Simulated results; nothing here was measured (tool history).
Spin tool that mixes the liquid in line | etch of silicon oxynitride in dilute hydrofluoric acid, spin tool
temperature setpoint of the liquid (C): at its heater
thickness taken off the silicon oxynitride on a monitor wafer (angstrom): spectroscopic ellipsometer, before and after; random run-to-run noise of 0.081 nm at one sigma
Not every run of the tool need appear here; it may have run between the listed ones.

| run | day | temperature setpoint of the liquid (C) | parts of water to one part of 49 % hydrofluoric acid (parts by volume) | time under the liquid (s) | thickness taken off the silicon oxynitride on a monitor wafer (angstrom) |
|---|---|---|---|---|---|
| 1 | 0.000 | 24.0 | 270 | 275 | 24.807 |
| 2 | 0.246 | 25.0 | 255 | 275 | 28.205 |
| 3 | 0.292 | 21.5 | 255 | 275 | 23.726 |
| 4 | 0.512 | 22.5 | 245 | 275 | 24.652 |
| 5 | 0.875 | 24.0 | 245 | 275 | 27.368 |
| 6 | 1.229 | 25.0 | 235 | 275 | 30.192 |

Predict the results of run 7:
| 7 | 1.392 | 26.0 | 230 | 275 | ? |

thickness taken off the silicon oxynitride on a monitor wafer (angstrom): 32.856
